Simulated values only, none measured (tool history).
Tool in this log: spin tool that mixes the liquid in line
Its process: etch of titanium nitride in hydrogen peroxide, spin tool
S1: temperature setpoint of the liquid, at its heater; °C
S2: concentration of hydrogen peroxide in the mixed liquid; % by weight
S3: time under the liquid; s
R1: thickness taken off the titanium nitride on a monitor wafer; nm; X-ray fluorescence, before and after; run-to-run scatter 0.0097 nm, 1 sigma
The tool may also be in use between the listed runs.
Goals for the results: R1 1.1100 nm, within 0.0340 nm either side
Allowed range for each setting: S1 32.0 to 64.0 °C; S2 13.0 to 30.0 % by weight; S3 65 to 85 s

run,day,S1,S2,S3,R1
1,0.000,48.0,24.0,85,2.9070
2,0.112,48.0,24.0,85,2.9074
3,0.258,43.5,24.0,85,2.0369
4,0.588,41.0,24.0,85,1.7403
5,0.771,41.0,29.0,85,1.7964
6,0.967,39.0,29.0,85,1.5205
7,1.150,37.5,29.0,85,1.3542
8,1.371,36.5,29.0,85,1.2715
9,1.662,36.0,29.0,85,1.2225
10,1.821,36.0,29.0,85,1.2165
11,2.183,35.5,29.0,85,1.1783

4 next moves are on the table. One of them brings every result within its allowed miss. Which?
A,2.546,35.5,28.0,85,?
B,2.546,36.0,18.5,85,?
C,2.546,37.0,28.5,85,?
D,2.546,36.5,30.0,85,?

move,R1
A,1.1713
B,1.1140
C,1.3235
D,1.2870
A: closer than the last run, but not yet in spec
B: all results in spec
C: the biggest miss grows against the last run
D: the biggest miss grows against the last run
B meets every target.
